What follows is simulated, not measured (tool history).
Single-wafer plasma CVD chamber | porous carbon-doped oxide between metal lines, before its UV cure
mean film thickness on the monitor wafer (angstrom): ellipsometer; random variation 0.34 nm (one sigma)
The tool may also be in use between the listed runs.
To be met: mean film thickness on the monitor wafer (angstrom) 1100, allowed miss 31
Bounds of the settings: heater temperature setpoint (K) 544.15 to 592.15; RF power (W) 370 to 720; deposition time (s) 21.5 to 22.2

run	hour	heater temperature setpoint (K)	RF power (W)	deposition time (s)	mean film thickness on the monitor wafer (angstrom)
1	0	568.15	545	21.5	1311.5
2	3.4	570.15	535	21.5	1278.5
3	10.8	570.15	490	21.5	1222.4
4	17.4	572.15	485	21.5	1200.2
5	23.3	572.15	485	22.2	1238.6
6	24	574.15	480	22.2	1212.9
7	29.4	575.15	475	22.2	1205.5
8	37.9	576.15	470	22.2	1186.9
9	40.1	577.15	470	22.2	1191.3
10	47.3	578.15	465	22.2	1167.7
11	52.3	579.15	465	22.2	1166.5
12	56.1	579.15	465	22.2	1166.4
13	63.9	580.15	465	22.2	1153.4

Which of these 4 next moves meets every target?
A	71.7	583.15	430	21.5	?
B	71.7	580.15	485	22.2	?
C	71.7	592.15	515	21.5	?
D	71.7	587.15	400	22	?

move	mean film thickness on the monitor wafer (angstrom)
A	1054.3
B	1179.4
C	1108.7
D	1010.8
A: takes the result that was furthest off past its target
B: further off than the last run
C: meets every target
D: takes the result that was furthest off past its target
Move C is the one to make.
